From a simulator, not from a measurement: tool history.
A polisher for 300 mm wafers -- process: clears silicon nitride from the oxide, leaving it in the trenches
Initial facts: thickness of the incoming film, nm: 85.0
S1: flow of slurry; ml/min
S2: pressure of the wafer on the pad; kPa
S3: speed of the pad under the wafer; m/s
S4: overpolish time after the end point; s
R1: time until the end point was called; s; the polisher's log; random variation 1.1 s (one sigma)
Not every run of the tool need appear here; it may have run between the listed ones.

run 1 hour=0 | S1=160 S2=18.6 S3=1.3 S4=25 | R1=83.341
run 2 hour=6.6 | S1=160 S2=18.6 S3=1.3 S4=27 | R1=83.899
run 3 hour=11.8 | S1=160 S2=17.9 S3=1.3 S4=27 | R1=87.205
run 4 hour=19.2 | S1=160 S2=17.9 S3=1.3 S4=27 | R1=85.649
run 5 hour=20.9 | S1=160 S2=17.9 S3=1.3 S4=27 | R1=87.257
run 6 hour=24.7 | S1=160 S2=21.4 S3=1.3 S4=27 | R1=73.34
run 7 hour=25.3 | S1=160 S2=20 S3=1.3 S4=27 | R1=77.404
run 8 hour=31.5 | S1=160 S2=19.3 S3=1.3 S4=27 | R1=80.694
run 9 hour=38.7 | S1=160 S2=18.6 S3=1.3 S4=27 | R1=83.408
run 10 hour=46.6 | S1=160 S2=17.9 S3=1.3 S4=27 | R1=87.345
run 11 hour=49.2 | S1=160 S2=17.2 S3=1.3 S4=27 | R1=89.609

Predict the results of run 12:
run 12 hour=57.1 | S1=160 S2=16.5 S3=1.3 S4=27 | R1=?

{"run 12": {"R1": 94.86}}
